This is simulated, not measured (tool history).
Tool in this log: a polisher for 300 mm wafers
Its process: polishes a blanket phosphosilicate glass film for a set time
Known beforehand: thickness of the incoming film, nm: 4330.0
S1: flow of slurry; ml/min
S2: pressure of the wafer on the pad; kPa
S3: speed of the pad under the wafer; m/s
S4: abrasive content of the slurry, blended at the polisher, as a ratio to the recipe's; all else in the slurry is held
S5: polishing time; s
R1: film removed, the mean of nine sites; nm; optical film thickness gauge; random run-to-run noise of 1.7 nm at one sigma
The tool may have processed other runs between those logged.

| run | hour | S1 | S2 | S3 | S4 | S5 | R1 |
|---|---|---|---|---|---|---|---|
| 1 | 0 | 280 | 15.9 | 1.06 | 1 | 61 | 340.41 |
| 2 | 7.3 | 320 | 15.9 | 1.06 | 1 | 61 | 350.27 |
| 3 | 11.5 | 365 | 15.9 | 1.06 | 1 | 61 | 352.69 |
| 4 | 16.6 | 365 | 15.9 | 1.06 | 1 | 61 | 349.64 |
| 5 | 19.6 | 365 | 15.2 | 1 | 1 | 61 | 319.16 |
| 6 | 25.4 | 365 | 14.5 | 0.96 | 1 | 61 | 299.7 |
| 7 | 26.3 | 365 | 13.8 | 0.92 | 1 | 61 | 268.57 |

Estimate the outcome of run 8 from the log above:
| 8 | 28.4 | 365 | 13.1 | 0.9 | 1 | 61 | ? |

R1: 252.82 nm
